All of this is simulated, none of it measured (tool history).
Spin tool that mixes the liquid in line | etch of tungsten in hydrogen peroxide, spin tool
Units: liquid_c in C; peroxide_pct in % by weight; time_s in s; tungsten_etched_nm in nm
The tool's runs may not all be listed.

| run | day | liquid_c | peroxide_pct | time_s | tungsten_etched_nm |
|---|---|---|---|---|---|
| 1 | 0.000 | 50.0 | 17 | 50 | 80.313 |
| 2 | 0.208 | 46.0 | 17 | 50 | 63.490 |
| 3 | 0.392 | 46.0 | 17 | 50 | 61.995 |
| 4 | 0.433 | 45.5 | 17 | 50 | 61.013 |
| 5 | 0.529 | 45.0 | 17 | 50 | 58.893 |
| 6 | 0.604 | 45.0 | 17 | 50 | 57.891 |

Forecast run 7:
| 7 | 0.833 | 44.0 | 17 | 50 | ? |

tungsten_etched_nm: 55.781 nm

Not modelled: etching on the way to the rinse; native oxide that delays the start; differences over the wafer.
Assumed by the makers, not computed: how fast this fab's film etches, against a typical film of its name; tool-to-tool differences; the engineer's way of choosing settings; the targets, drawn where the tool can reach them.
